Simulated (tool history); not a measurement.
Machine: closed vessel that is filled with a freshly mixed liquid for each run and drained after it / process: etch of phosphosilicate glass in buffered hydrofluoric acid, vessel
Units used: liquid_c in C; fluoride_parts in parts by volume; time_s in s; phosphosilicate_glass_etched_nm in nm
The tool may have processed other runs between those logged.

| run | hour | liquid_c | fluoride_parts | time_s | phosphosilicate_glass_etched_nm |
|---|---|---|---|---|---|
| 1 | 0 | 24 | 22 | 100 | 221.87 |
| 2 | 3.1 | 26 | 18.5 | 100 | 286.25 |
| 3 | 7.7 | 29.5 | 18.5 | 100 | 346.81 |
| 4 | 8.6 | 30 | 16.5 | 100 | 397.27 |
| 5 | 14.6 | 30 | 16.5 | 110 | 436.07 |
| 6 | 20 | 30 | 23 | 110 | 323.81 |
| 7 | 25.2 | 30.5 | 21 | 110 | 360.7 |
| 8 | 30 | 31 | 19.5 | 110 | 390.99 |
| 9 | 31.4 | 31.5 | 18 | 110 | 435.16 |
| 10 | 36.9 | 31.5 | 17 | 110 | 459.33 |
| 11 | 43.5 | 31.5 | 16.5 | 110 | 472 |

What does the tool deliver on the next run?
| 12 | 51.9 | 32 | 13.5 | 110 | ? |

phosphosilicate_glass_etched_nm: 592.95 nm
